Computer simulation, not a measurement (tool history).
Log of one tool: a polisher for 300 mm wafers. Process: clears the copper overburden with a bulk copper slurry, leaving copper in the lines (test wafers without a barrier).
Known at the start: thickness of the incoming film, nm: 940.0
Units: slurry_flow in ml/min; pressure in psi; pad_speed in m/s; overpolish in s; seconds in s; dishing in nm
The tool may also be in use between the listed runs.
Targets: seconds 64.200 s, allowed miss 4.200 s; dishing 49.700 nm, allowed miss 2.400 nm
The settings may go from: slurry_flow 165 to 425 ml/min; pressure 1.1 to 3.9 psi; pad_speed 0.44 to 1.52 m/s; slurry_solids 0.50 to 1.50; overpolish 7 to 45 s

{"run": 1, "day": 0.0, "slurry_flow": 275, "pressure": 2.5, "pad_speed": 0.98, "slurry_solids": 1.0, "overpolish": 23, "seconds": 130.76, "dishing": 46.819}
{"run": 2, "day": 0.067, "slurry_flow": 275, "pressure": 2.5, "pad_speed": 0.98, "slurry_solids": 0.8, "overpolish": 23, "seconds": 130.11, "dishing": 46.579}
{"run": 3, "day": 0.208, "slurry_flow": 275, "pressure": 2.9, "pad_speed": 1.04, "slurry_solids": 0.8, "overpolish": 18, "seconds": 112.97, "dishing": 45.739}
{"run": 4, "day": 0.312, "slurry_flow": 280, "pressure": 3.2, "pad_speed": 1.14, "slurry_solids": 0.8, "overpolish": 17, "seconds": 99.593, "dishing": 46.907}
{"run": 5, "day": 0.483, "slurry_flow": 280, "pressure": 2.6, "pad_speed": 1.14, "slurry_solids": 0.8, "overpolish": 17, "seconds": 116.01, "dishing": 44.094}
{"run": 6, "day": 0.6, "slurry_flow": 280, "pressure": 2.6, "pad_speed": 1.14, "slurry_solids": 0.8, "overpolish": 22, "seconds": 118.86, "dishing": 46.453}
{"run": 7, "day": 0.742, "slurry_flow": 285, "pressure": 3.0, "pad_speed": 1.26, "slurry_solids": 0.85, "overpolish": 19, "seconds": 96.512, "dishing": 47.769}
{"run": 8, "day": 0.938, "slurry_flow": 285, "pressure": 3.3, "pad_speed": 1.34, "slurry_solids": 0.85, "overpolish": 17, "seconds": 85.182, "dishing": 47.93}
{"run": 9, "day": 1.054, "slurry_flow": 290, "pressure": 3.5, "pad_speed": 1.4, "slurry_solids": 0.85, "overpolish": 16, "seconds": 76.75, "dishing": 49.489}
{"run": 10, "day": 1.354, "slurry_flow": 290, "pressure": 3.9, "pad_speed": 1.5, "slurry_solids": 0.85, "overpolish": 7, "seconds": 64.524, "dishing": 41.88}
{"run": 11, "day": 1.521, "slurry_flow": 290, "pressure": 3.9, "pad_speed": 1.5, "slurry_solids": 0.85, "overpolish": 10, "seconds": 64.704, "dishing": 47.355}

4 next moves are on the table. One of them brings every result within its allowed miss. Which?
{"run": "A", "day": 1.688, "slurry_flow": 245, "pressure": 3.9, "pad_speed": 1.52, "slurry_solids": 0.85, "overpolish": 13, "seconds": "?", "dishing": "?"}
{"run": "B", "day": 1.688, "slurry_flow": 315, "pressure": 3.9, "pad_speed": 1.46, "slurry_solids": 0.9, "overpolish": 8, "seconds": "?", "dishing": "?"}
{"run": "C", "day": 1.688, "slurry_flow": 270, "pressure": 3.9, "pad_speed": 1.52, "slurry_solids": 0.95, "overpolish": 7, "seconds": "?", "dishing": "?"}
{"run": "D", "day": 1.688, "slurry_flow": 315, "pressure": 3.8, "pad_speed": 1.5, "slurry_solids": 0.85, "overpolish": 9, "seconds": "?", "dishing": "?"}

move=A seconds=67.329 dishing=48.759
move=B seconds=66.991 dishing=43.242
move=C seconds=65.190 dishing=41.583
move=D seconds=68.271 dishing=44.570
A: meets every target
B: further off than the last run
C: further off than the last run
D: further off than the last run
Answer: A
